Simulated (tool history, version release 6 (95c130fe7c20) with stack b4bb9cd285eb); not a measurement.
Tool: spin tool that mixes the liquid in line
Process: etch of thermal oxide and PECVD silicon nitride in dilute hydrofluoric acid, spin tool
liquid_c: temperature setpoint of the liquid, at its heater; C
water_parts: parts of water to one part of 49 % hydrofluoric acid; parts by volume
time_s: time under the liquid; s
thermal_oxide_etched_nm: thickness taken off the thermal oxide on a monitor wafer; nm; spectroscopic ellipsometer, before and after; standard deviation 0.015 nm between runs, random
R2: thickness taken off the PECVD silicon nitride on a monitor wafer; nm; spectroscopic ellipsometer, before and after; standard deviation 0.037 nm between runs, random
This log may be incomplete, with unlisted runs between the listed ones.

Run 1, hour 0: liquid_c 21 C, water_parts 120 parts by volume, time_s 180 s. Result: thermal_oxide_etched_nm 5.7692 nm, R2 5.4252 nm.
Run 2, hour 2.9: liquid_c 22.5 C, water_parts 140 parts by volume, time_s 185 s. Result: thermal_oxide_etched_nm 5.2465 nm, R2 5.2222 nm.
Run 3, hour 7.5: liquid_c 21 C, water_parts 140 parts by volume, time_s 185 s. Result: thermal_oxide_etched_nm 4.9723 nm, R2 4.7994 nm.
Run 4, hour 14.3: liquid_c 22.5 C, water_parts 155 parts by volume, time_s 190 s. Result: thermal_oxide_etched_nm 4.7605 nm, R2 4.9397 nm.
Run 5, hour 16.6: liquid_c 22.5 C, water_parts 155 parts by volume, time_s 270 s. Result: thermal_oxide_etched_nm 6.7928 nm, R2 7.0225 nm.
Run 6, hour 23.3: liquid_c 22.5 C, water_parts 170 parts by volume, time_s 275 s. Result: thermal_oxide_etched_nm 6.2014 nm, R2 6.4714 nm.
Run 7, hour 26.2: liquid_c 22.5 C, water_parts 170 parts by volume, time_s 275 s. Result: thermal_oxide_etched_nm 6.2106 nm, R2 6.4218 nm.

Run 8, settings as shown, results not yet in. Your forecast:
Run 8, hour 29.5: liquid_c 23 C, water_parts 185 parts by volume, time_s 270 s. Result: thermal_oxide_etched_nm ?, R2 ?.

Run 8 came out at thermal_oxide_etched_nm 5.6507 nm, R2 6.0622 nm.

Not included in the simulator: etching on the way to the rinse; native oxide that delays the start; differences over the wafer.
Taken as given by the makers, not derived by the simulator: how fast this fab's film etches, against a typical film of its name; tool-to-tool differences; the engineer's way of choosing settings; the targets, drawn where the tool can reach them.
